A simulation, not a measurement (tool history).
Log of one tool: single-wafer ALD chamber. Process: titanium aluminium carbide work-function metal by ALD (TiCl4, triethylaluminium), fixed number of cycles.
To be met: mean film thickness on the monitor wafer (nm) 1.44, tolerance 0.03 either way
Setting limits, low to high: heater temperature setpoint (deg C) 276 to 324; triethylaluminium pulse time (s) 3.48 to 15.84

run,day,heater temperature setpoint (deg C),triethylaluminium pulse time (s),mean film thickness on the monitor wafer (nm)
1,0,300,9.66,1.9805
2,0.067,296,8.58,1.8891
3,0.412,286,8.58,1.809
4,0.475,286,9.67,1.861
5,0.738,286,8.54,1.8189
6,0.883,286,10.82,1.8838
7,1.154,284,9.54,1.8454
8,1.504,283,8.48,1.7915
9,1.867,282,7.61,1.7341
10,1.938,276,4.52,1.2889
11,2.05,278,4.56,1.3169
12,2.396,280,4.61,1.3379
13,2.65,282,4.66,1.3582
14,2.704,283,4.71,1.3793
15,2.838,284,4.74,1.3883

Which one of the following 5 next-run settings gets every result inside its allowed miss? There is exactly one.
A,2.971,282,4.56,?
B,2.971,278,5.22,?
C,2.971,284,4.62,?
D,2.971,282,5.41,?
E,2.971,284,5.36,?

move,mean film thickness on the monitor wafer (nm)
A,1.3391
B,1.4406
C,1.3655
D,1.5004
E,1.5068
A: the biggest miss grows against the last run
B: all results land within tolerance of their targets
C: the biggest miss grows against the last run
D: pushes the last run's worst result past its target
E: pushes the last run's worst result past its target
Move B is the one to make.
